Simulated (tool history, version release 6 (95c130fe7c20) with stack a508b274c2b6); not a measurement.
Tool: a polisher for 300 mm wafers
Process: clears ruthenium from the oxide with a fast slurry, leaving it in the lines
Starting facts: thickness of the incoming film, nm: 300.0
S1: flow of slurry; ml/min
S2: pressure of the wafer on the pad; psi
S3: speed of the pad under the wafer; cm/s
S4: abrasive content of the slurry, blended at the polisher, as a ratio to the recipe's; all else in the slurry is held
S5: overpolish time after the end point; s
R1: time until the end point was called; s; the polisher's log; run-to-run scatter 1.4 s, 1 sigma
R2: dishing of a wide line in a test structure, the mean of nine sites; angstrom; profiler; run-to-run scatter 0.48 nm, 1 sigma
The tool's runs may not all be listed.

run    day   S1   S2   S3    S4  S5       R1      R2
  1  0.000  140  1.9  110  1.00  25   71.345  614.10
  2  0.179  140  1.6  110  1.00  23   80.059  509.60
  3  0.221  140  1.4  108  1.00  22   92.672  448.68
  4  0.308  140  1.4  108  0.85  22  105.660  403.38
  5  0.475  140  1.4  108  0.85  28  104.970  506.87
  6  0.596  140  1.0  108  0.85  28  134.230  391.01
  7  0.675  145  1.0  110  0.85  25  135.840  379.72
  8  0.754  135  1.1  110  0.85  23  122.370  364.02
  9  1.112  130  1.1  110  0.85  22  123.690  356.35
 10  1.233  130  1.1  110  0.85  21  124.020  337.10

For run 11, what comes out?
 11  1.375  130  1.1  110  0.85  20   ?   ?

R1: 125.130 s
R2: 319.43 angstrom
